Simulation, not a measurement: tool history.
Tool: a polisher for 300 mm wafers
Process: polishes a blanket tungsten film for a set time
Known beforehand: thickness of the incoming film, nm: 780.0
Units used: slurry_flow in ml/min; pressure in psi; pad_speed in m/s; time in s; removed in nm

Run 1, hour 0: slurry_flow 205 ml/min, pressure 3.6 psi, pad_speed 1.26 m/s, slurry_solids 1, time 36 s. Result: removed 179.19 nm.
Run 2, hour 7.7: slurry_flow 205 ml/min, pressure 3.6 psi, pad_speed 1.26 m/s, slurry_solids 1, time 36 s. Result: removed 183.01 nm.
Run 3, hour 12.9: slurry_flow 205 ml/min, pressure 3.9 psi, pad_speed 1.26 m/s, slurry_solids 1, time 36 s. Result: removed 197.74 nm.
Run 4, hour 13.9: slurry_flow 205 ml/min, pressure 4.1 psi, pad_speed 1.26 m/s, slurry_solids 1, time 36 s. Result: removed 199.21 nm.
Run 5, hour 19.9: slurry_flow 205 ml/min, pressure 4.1 psi, pad_speed 1.26 m/s, slurry_solids 1, time 33 s. Result: removed 185.11 nm.
Run 6, hour 26.9: slurry_flow 205 ml/min, pressure 4.4 psi, pad_speed 1.26 m/s, slurry_solids 1, time 33 s. Result: removed 200.85 nm.

For run 7, what comes out?
Run 7, hour 31: slurry_flow 205 ml/min, pressure 4.6 psi, pad_speed 1.26 m/s, slurry_solids 1, time 33 s. Result: removed ?.

{"run 7": {"removed": 209.99}}
